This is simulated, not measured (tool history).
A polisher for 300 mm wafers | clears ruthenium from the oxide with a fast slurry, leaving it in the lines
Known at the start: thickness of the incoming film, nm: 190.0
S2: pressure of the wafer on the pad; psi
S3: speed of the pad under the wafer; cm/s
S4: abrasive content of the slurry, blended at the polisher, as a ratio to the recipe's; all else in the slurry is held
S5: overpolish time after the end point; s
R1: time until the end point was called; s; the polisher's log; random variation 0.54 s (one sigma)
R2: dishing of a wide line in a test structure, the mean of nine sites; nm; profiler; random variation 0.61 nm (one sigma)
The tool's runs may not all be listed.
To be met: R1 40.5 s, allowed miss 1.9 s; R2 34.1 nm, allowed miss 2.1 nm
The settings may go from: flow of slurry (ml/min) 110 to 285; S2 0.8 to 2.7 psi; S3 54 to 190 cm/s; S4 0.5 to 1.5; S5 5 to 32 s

{"run": 1, "day": 0.0, "flow of slurry (ml/min)": 180, "S2": 1.7, "S3": 122, "S4": 1, "S5": 16, "R1": 53.963, "R2": 34.58}
{"run": 2, "day": 0.25, "flow of slurry (ml/min)": 180, "S2": 1.7, "S3": 122, "S4": 1.1, "S5": 16, "R1": 51.962, "R2": 35.17}
{"run": 3, "day": 0.554, "flow of slurry (ml/min)": 180, "S2": 1.4, "S3": 122, "S4": 1.1, "S5": 16, "R1": 62.117, "R2": 30.217}
{"run": 4, "day": 0.675, "flow of slurry (ml/min)": 180, "S2": 1.4, "S3": 92, "S4": 1.1, "S5": 16, "R1": 83.198, "R2": 24.054}
{"run": 5, "day": 1.038, "flow of slurry (ml/min)": 180, "S2": 1.6, "S3": 92, "S4": 1.1, "S5": 15, "R1": 72.43, "R2": 26.124}
{"run": 6, "day": 1.362, "flow of slurry (ml/min)": 180, "S2": 1.7, "S3": 92, "S4": 1.1, "S5": 14, "R1": 67.241, "R2": 24.302}
{"run": 7, "day": 1.446, "flow of slurry (ml/min)": 185, "S2": 2.2, "S3": 100, "S4": 1.1, "S5": 17, "R1": 49.034, "R2": 37.733}
{"run": 8, "day": 1.467, "flow of slurry (ml/min)": 195, "S2": 2.5, "S3": 104, "S4": 1.1, "S5": 10, "R1": 41.938, "R2": 28.639}

Which of these 5 next moves meets every target?
{"run": "A", "day": 1.488, "flow of slurry (ml/min)": 260, "S2": 2.7, "S3": 98, "S4": 1.05, "S5": 10, "R1": "?", "R2": "?"}
{"run": "B", "day": 1.488, "flow of slurry (ml/min)": 200, "S2": 2.5, "S3": 92, "S4": 1.1, "S5": 12, "R1": "?", "R2": "?"}
{"run": "C", "day": 1.488, "flow of slurry (ml/min)": 200, "S2": 2.3, "S3": 112, "S4": 1.3, "S5": 14, "R1": "?", "R2": "?"}
{"run": "D", "day": 1.488, "flow of slurry (ml/min)": 160, "S2": 2.6, "S3": 106, "S4": 1.1, "S5": 8, "R1": "?", "R2": "?"}
{"run": "E", "day": 1.488, "flow of slurry (ml/min)": 195, "S2": 2.4, "S3": 112, "S4": 1.05, "S5": 12, "R1": "?", "R2": "?"}

move=A R1=40.231 R2=29.502
move=B R1=46.766 R2=30.238
move=C R1=39.886 R2=38.076
move=D R1=40.438 R2=24.58
move=E R1=40.975 R2=33.42
A: nearer than the last run, and not there yet
B: further off than the last run
C: takes the result that was furthest off past its target
D: further off than the last run
E: meets every target
The right move is E.

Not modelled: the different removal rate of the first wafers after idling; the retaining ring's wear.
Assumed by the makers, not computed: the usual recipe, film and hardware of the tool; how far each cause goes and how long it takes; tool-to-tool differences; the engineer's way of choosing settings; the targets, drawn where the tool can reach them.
